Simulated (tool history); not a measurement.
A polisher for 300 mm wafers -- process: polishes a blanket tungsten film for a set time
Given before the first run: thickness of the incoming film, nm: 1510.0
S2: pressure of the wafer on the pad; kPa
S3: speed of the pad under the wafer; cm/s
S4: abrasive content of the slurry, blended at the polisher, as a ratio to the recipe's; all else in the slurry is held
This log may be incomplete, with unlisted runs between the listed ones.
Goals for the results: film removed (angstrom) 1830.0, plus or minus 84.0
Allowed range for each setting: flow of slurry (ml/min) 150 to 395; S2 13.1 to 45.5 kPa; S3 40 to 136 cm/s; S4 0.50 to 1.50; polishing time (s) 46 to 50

Run 1, hour 0.0: flow of slurry (ml/min) 250, S2 29.0 kPa, S3 88 cm/s, S4 1.00, polishing time (s) 50. Result: film removed (angstrom) 2595.6.
Run 2, hour 6.1: flow of slurry (ml/min) 220, S2 29.0 kPa, S3 88 cm/s, S4 1.00, polishing time (s) 50. Result: film removed (angstrom) 2620.7.
Run 3, hour 11.2: flow of slurry (ml/min) 220, S2 29.0 kPa, S3 88 cm/s, S4 0.90, polishing time (s) 50. Result: film removed (angstrom) 2541.2.
Run 4, hour 13.0: flow of slurry (ml/min) 175, S2 29.0 kPa, S3 88 cm/s, S4 0.90, polishing time (s) 50. Result: film removed (angstrom) 2477.9.
Run 5, hour 17.3: flow of slurry (ml/min) 175, S2 26.9 kPa, S3 88 cm/s, S4 0.90, polishing time (s) 50. Result: film removed (angstrom) 2333.2.
Run 6, hour 21.1: flow of slurry (ml/min) 175, S2 29.6 kPa, S3 88 cm/s, S4 0.90, polishing time (s) 50. Result: film removed (angstrom) 2583.4.
Run 7, hour 26.5: flow of slurry (ml/min) 175, S2 27.6 kPa, S3 88 cm/s, S4 0.90, polishing time (s) 50. Result: film removed (angstrom) 2346.0.
Run 8, hour 28.3: flow of slurry (ml/min) 175, S2 26.2 kPa, S3 88 cm/s, S4 0.90, polishing time (s) 50. Result: film removed (angstrom) 2225.0.
Run 9, hour 30.6: flow of slurry (ml/min) 175, S2 20.0 kPa, S3 86 cm/s, S4 0.90, polishing time (s) 50. Result: film removed (angstrom) 1717.5.

Consider the 5 candidate settings below. Which is the only one whose results all fall within their allowed miss of target?
Run A, hour 32.9: flow of slurry (ml/min) 155, S2 22.1 kPa, S3 78 cm/s, S4 0.90, polishing time (s) 49. Result: film removed (angstrom) ?.
Run B, hour 32.9: flow of slurry (ml/min) 215, S2 19.3 kPa, S3 90 cm/s, S4 0.90, polishing time (s) 47. Result: film removed (angstrom) ?.
Run C, hour 32.9: flow of slurry (ml/min) 200, S2 24.1 kPa, S3 72 cm/s, S4 0.90, polishing time (s) 46. Result: film removed (angstrom) ?.
Run D, hour 32.9: flow of slurry (ml/min) 150, S2 22.1 kPa, S3 88 cm/s, S4 1.05, polishing time (s) 49. Result: film removed (angstrom) ?.
Run E, hour 32.9: flow of slurry (ml/min) 150, S2 29.6 kPa, S3 58 cm/s, S4 1.05, polishing time (s) 47. Result: film removed (angstrom) ?.

move  film removed (angstrom)
   A                   1579.5
   B                   1598.7
   C                   1559.1
   D                   1796.7
   E                   1558.1
A: misses by more than the last run did
B: misses by more than the last run did
C: misses by more than the last run did
D: all results in spec
E: misses by more than the last run did
D is the move that brings every result within its allowed miss.
